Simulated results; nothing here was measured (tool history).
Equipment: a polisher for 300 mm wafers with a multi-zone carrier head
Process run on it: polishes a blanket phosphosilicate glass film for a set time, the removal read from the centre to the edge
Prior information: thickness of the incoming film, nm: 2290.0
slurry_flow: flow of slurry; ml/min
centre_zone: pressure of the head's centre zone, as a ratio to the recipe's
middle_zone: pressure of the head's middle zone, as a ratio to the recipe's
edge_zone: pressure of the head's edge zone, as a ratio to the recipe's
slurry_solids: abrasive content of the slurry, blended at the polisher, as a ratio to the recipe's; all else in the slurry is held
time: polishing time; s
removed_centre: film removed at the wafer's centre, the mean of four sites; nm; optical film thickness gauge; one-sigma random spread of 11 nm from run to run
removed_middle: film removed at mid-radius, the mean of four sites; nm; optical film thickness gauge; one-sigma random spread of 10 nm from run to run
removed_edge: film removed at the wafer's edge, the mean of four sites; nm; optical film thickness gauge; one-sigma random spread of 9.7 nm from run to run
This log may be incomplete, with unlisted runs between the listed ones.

Run 1, hour 0: slurry_flow 225 ml/min, centre_zone 1, middle_zone 1, edge_zone 1, slurry_solids 1, time 65 s. Result: removed_centre 588.48 nm, removed_middle 574.82 nm, removed_edge 586.04 nm.
Run 2, hour 4.5: slurry_flow 225 ml/min, centre_zone 1, middle_zone 1, edge_zone 1, slurry_solids 1, time 49 s. Result: removed_centre 436.78 nm, removed_middle 435.07 nm, removed_edge 438.99 nm.
Run 3, hour 10.5: slurry_flow 175 ml/min, centre_zone 1, middle_zone 1, edge_zone 1, slurry_solids 1, time 49 s. Result: removed_centre 423.04 nm, removed_middle 429.13 nm, removed_edge 433.23 nm.
Run 4, hour 19.2: slurry_flow 175 ml/min, centre_zone 1.01, middle_zone 1.02, edge_zone 1, slurry_solids 1.05, time 51 s. Result: removed_centre 455.97 nm, removed_middle 452.57 nm, removed_edge 470.52 nm.
Run 5, hour 24.6: slurry_flow 175 ml/min, centre_zone 1.01, middle_zone 1.09, edge_zone 1, slurry_solids 1.05, time 51 s. Result: removed_centre 455.22 nm, removed_middle 484.03 nm, removed_edge 460.43 nm.
Run 6, hour 25.3: slurry_flow 135 ml/min, centre_zone 1.01, middle_zone 1.09, edge_zone 1, slurry_solids 1.05, time 51 s. Result: removed_centre 434.38 nm, removed_middle 459.99 nm, removed_edge 444.61 nm.
Run 7, hour 30.5: slurry_flow 150 ml/min, centre_zone 1.01, middle_zone 1.1, edge_zone 1, slurry_solids 1.1, time 53 s. Result: removed_centre 471.49 nm, removed_middle 506.76 nm, removed_edge 483.84 nm.
Run 8, hour 36.4: slurry_flow 165 ml/min, centre_zone 1.02, middle_zone 1.11, edge_zone 1, slurry_solids 1.15, time 54 s. Result: removed_centre 500.26 nm, removed_middle 529.66 nm, removed_edge 508.3 nm.
Run 9, hour 38.7: slurry_flow 180 ml/min, centre_zone 1.02, middle_zone 1.12, edge_zone 0.99, slurry_solids 1.2, time 56 s. Result: removed_centre 539.53 nm, removed_middle 583.33 nm, removed_edge 549.08 nm.

Run 10 comes next. What will it give?
Run 10, hour 47.2: slurry_flow 245 ml/min, centre_zone 1.12, middle_zone 1.19, edge_zone 1.03, slurry_solids 1.45, time 62 s. Result: removed_centre ?, removed_middle ?, removed_edge ?.

{"run 10": {"removed_centre": 755.75, "removed_middle": 779.69, "removed_edge": 686.4}}

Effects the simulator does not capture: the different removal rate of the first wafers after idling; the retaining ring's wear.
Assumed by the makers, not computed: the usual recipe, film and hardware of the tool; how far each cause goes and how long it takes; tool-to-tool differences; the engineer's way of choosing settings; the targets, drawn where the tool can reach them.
